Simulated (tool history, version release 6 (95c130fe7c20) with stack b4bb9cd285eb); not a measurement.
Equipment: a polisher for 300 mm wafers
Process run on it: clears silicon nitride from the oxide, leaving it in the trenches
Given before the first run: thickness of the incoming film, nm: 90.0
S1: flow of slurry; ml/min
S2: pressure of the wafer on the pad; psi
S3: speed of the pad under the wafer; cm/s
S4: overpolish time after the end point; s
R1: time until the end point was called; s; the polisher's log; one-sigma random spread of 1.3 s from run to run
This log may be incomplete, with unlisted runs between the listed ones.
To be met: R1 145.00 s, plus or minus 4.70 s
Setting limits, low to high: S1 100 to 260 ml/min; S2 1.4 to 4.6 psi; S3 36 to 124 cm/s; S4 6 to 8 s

Run 1, hour 0.0: S1 165 ml/min, S2 3.0 psi, S3 80 cm/s, S4 8 s. Result: R1 117.68 s.
Run 2, hour 5.3: S1 160 ml/min, S2 2.8 psi, S3 80 cm/s, S4 8 s. Result: R1 126.56 s.
Run 3, hour 13.1: S1 155 ml/min, S2 2.7 psi, S3 80 cm/s, S4 8 s. Result: R1 134.19 s.
Run 4, hour 17.8: S1 190 ml/min, S2 2.7 psi, S3 80 cm/s, S4 8 s. Result: R1 127.15 s.
Run 5, hour 20.7: S1 190 ml/min, S2 2.7 psi, S3 92 cm/s, S4 8 s. Result: R1 114.73 s.
Run 6, hour 22.2: S1 190 ml/min, S2 2.7 psi, S3 104 cm/s, S4 8 s. Result: R1 106.19 s.
Run 7, hour 25.1: S1 180 ml/min, S2 2.5 psi, S3 104 cm/s, S4 8 s. Result: R1 112.80 s.
Run 8, hour 31.3: S1 175 ml/min, S2 2.3 psi, S3 104 cm/s, S4 8 s. Result: R1 124.96 s.
Run 9, hour 38.7: S1 175 ml/min, S2 2.3 psi, S3 104 cm/s, S4 8 s. Result: R1 122.03 s.
Run 10, hour 43.3: S1 150 ml/min, S2 1.8 psi, S3 104 cm/s, S4 8 s. Result: R1 159.39 s.
Run 11, hour 51.4: S1 160 ml/min, S2 1.8 psi, S3 104 cm/s, S4 8 s. Result: R1 159.18 s.
Run 12, hour 57.5: S1 170 ml/min, S2 1.8 psi, S3 104 cm/s, S4 8 s. Result: R1 155.79 s.

Which single option among these 4 for the next run brings every result within its allowed miss of target? Just one does.
Run A, hour 63.6: S1 145 ml/min, S2 1.9 psi, S3 124 cm/s, S4 8 s. Result: R1 ?.
Run B, hour 63.6: S1 175 ml/min, S2 2.5 psi, S3 76 cm/s, S4 8 s. Result: R1 ?.
Run C, hour 63.6: S1 260 ml/min, S2 2.1 psi, S3 102 cm/s, S4 8 s. Result: R1 ?.
Run D, hour 63.6: S1 215 ml/min, S2 1.8 psi, S3 98 cm/s, S4 8 s. Result: R1 ?.

move      R1
   A  131.68
   B  144.77
   C  129.33
   D  158.11
A: pushes the last run's worst result past its target
B: every result lands within tolerance
C: pushes the last run's worst result past its target
D: lands further from the targets than the last run did
B is the move that brings every result within its allowed miss.

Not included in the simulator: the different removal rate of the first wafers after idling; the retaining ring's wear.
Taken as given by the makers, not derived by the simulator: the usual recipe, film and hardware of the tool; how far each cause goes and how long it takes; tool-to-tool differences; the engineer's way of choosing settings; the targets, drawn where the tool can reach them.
